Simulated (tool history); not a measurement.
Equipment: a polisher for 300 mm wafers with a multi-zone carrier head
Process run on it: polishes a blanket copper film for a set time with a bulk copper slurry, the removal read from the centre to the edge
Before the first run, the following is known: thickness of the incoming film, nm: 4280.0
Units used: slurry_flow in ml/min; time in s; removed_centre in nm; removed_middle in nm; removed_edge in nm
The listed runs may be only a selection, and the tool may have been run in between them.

Run 1, hour 0: slurry_flow 175 ml/min, centre_zone 1, middle_zone 1, edge_zone 1, slurry_solids 1, time 49 s. Result: removed_centre 405.87 nm, removed_middle 410.13 nm, removed_edge 409.11 nm.
Run 2, hour 7.7: slurry_flow 175 ml/min, centre_zone 1, middle_zone 0.96, edge_zone 1, slurry_solids 1, time 49 s. Result: removed_centre 400.17 nm, removed_middle 397.25 nm, removed_edge 404.51 nm.
Run 3, hour 15.7: slurry_flow 180 ml/min, centre_zone 1.01, middle_zone 0.97, edge_zone 1.02, slurry_solids 1, time 49 s. Result: removed_centre 417.51 nm, removed_middle 403.69 nm, removed_edge 407.17 nm.
Run 4, hour 24: slurry_flow 180 ml/min, centre_zone 1.01, middle_zone 0.97, edge_zone 1.02, slurry_solids 1, time 44 s. Result: removed_centre 370.36 nm, removed_middle 361.18 nm, removed_edge 378.31 nm.
Run 5, hour 26.1: slurry_flow 180 ml/min, centre_zone 1.01, middle_zone 0.97, edge_zone 1.02, slurry_solids 1.2, time 44 s. Result: removed_centre 380.06 nm, removed_middle 376.43 nm, removed_edge 392.12 nm.
Run 6, hour 33.5: slurry_flow 185 ml/min, centre_zone 1.02, middle_zone 0.98, edge_zone 1.04, slurry_solids 1.25, time 44 s. Result: removed_centre 390.65 nm, removed_middle 378.07 nm, removed_edge 402.2 nm.
Run 7, hour 38.6: slurry_flow 185 ml/min, centre_zone 1.02, middle_zone 0.98, edge_zone 1.04, slurry_solids 1.25, time 44 s. Result: removed_centre 386.8 nm, removed_middle 382.49 nm, removed_edge 402.02 nm.

Predict the results of run 8:
Run 8, hour 41.2: slurry_flow 190 ml/min, centre_zone 1.03, middle_zone 1, edge_zone 1.05, slurry_solids 1.3, time 44 s. Result: removed_centre ?, removed_middle ?, removed_edge ?.

removed_centre: 396.8 nm
removed_middle: 395.46 nm
removed_edge: 399.46 nm

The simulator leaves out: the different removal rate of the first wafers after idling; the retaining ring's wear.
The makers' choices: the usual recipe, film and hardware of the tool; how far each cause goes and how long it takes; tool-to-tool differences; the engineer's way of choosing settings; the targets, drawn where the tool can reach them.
